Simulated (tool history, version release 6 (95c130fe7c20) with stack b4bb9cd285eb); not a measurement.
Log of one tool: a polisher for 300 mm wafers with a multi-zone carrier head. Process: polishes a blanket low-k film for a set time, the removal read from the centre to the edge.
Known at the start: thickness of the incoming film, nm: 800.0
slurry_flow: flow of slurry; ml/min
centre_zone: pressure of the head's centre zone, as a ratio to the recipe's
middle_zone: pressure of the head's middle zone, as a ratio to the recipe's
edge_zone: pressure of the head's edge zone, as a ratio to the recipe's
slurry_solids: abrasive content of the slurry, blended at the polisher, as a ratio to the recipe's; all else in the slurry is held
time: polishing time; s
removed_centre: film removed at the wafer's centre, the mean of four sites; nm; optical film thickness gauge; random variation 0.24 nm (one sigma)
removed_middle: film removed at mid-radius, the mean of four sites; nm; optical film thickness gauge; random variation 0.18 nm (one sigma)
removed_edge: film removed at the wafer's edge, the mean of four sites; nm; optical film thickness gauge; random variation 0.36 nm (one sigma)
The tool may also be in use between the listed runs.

{"run": 1, "hour": 0.0, "slurry_flow": 275, "centre_zone": 1, "middle_zone": 1, "edge_zone": 1, "slurry_solids": 1, "time": 46, "removed_centre": 19.379, "removed_middle": 19.021, "removed_edge": 19.019}
{"run": 2, "hour": 1.0, "slurry_flow": 290, "centre_zone": 1.04, "middle_zone": 1.03, "edge_zone": 1.02, "slurry_solids": 1.1, "time": 47, "removed_centre": 21.396, "removed_middle": 21.201, "removed_edge": 20.281}
{"run": 3, "hour": 8.1, "slurry_flow": 295, "centre_zone": 1.07, "middle_zone": 1.03, "edge_zone": 1.03, "slurry_solids": 1.2, "time": 48, "removed_centre": 23.418, "removed_middle": 22.27, "removed_edge": 22.073}
{"run": 4, "hour": 11.0, "slurry_flow": 295, "centre_zone": 1.07, "middle_zone": 1.08, "edge_zone": 1.03, "slurry_solids": 1.2, "time": 48, "removed_centre": 23.615, "removed_middle": 23.062, "removed_edge": 21.956}
{"run": 5, "hour": 16.7, "slurry_flow": 305, "centre_zone": 1.09, "middle_zone": 1.1, "edge_zone": 1.03, "slurry_solids": 1.25, "time": 49, "removed_centre": 24.92, "removed_middle": 24.331, "removed_edge": 22.155}
{"run": 6, "hour": 20.2, "slurry_flow": 310, "centre_zone": 1.11, "middle_zone": 1.11, "edge_zone": 1.04, "slurry_solids": 1.3, "time": 50, "removed_centre": 25.915, "removed_middle": 25.375, "removed_edge": 23.771}
{"run": 7, "hour": 28.6, "slurry_flow": 315, "centre_zone": 1.13, "middle_zone": 1.11, "edge_zone": 1.02, "slurry_solids": 1.35, "time": 51, "removed_centre": 27.349, "removed_middle": 26.251, "removed_edge": 24.046}
{"run": 8, "hour": 30.0, "slurry_flow": 320, "centre_zone": 1.14, "middle_zone": 1.11, "edge_zone": 1.02, "slurry_solids": 1.4, "time": 52, "removed_centre": 28.427, "removed_middle": 27.683, "removed_edge": 24.804}
{"run": 9, "hour": 33.1, "slurry_flow": 320, "centre_zone": 1.15, "middle_zone": 1.1, "edge_zone": 1.01, "slurry_solids": 1.4, "time": 53, "removed_centre": 29.769, "removed_middle": 27.658, "removed_edge": 25.697}
{"run": 10, "hour": 41.5, "slurry_flow": 325, "centre_zone": 1.16, "middle_zone": 1.11, "edge_zone": 1.01, "slurry_solids": 1.4, "time": 53, "removed_centre": 30.074, "removed_middle": 27.911, "removed_edge": 25.528}

The next listed run, before its measurement:
{"run": 11, "hour": 42.4, "slurry_flow": 330, "centre_zone": 1.17, "middle_zone": 1.11, "edge_zone": 1.01, "slurry_solids": 1.4, "time": 53, "removed_centre": "?", "removed_middle": "?", "removed_edge": "?"}

removed_centre: 29.856 nm
removed_middle: 27.931 nm
removed_edge: 24.884 nm
